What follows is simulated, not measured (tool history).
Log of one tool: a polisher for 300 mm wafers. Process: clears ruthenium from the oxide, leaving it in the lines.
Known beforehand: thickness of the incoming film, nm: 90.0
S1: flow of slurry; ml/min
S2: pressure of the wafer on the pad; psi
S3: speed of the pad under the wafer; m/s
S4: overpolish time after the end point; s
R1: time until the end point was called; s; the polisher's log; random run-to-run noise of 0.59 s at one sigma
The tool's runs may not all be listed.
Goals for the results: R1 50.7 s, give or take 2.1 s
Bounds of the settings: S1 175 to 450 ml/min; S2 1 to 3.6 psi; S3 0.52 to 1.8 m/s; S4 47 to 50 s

run,hour,S1,S2,S3,S4,R1
1,0,290,2.3,1.16,47,61.934
2,6.5,290,2.4,1.16,47,60.03
3,9.3,250,2.4,1.16,47,60.286
4,9.9,315,2.4,1.16,47,59.745
5,18.2,315,2.1,1.16,47,68.834
6,23.3,370,2.1,1.16,47,67.313
7,28,370,2.2,1.16,47,63.871
8,34.9,370,2.3,1.16,47,60.5
9,42,370,2.4,1.16,47,58.973
10,48.6,370,2.5,1.16,47,55.321
11,55.6,370,2.5,1.16,47,56.734

Which single option among these 4 for the next run brings every result within its allowed miss of target? Just one does.
A,62.6,390,2.6,1.24,47,?
B,62.6,375,2.4,1.02,50,?
C,62.6,380,2.1,1.14,50,?
D,62.6,340,2,1.22,50,?

move,R1
A,51.492
B,67.425
C,68.851
D,68.081
A: hits every target within its allowed miss
B: further off than the last run
C: further off than the last run
D: further off than the last run
A meets every target.
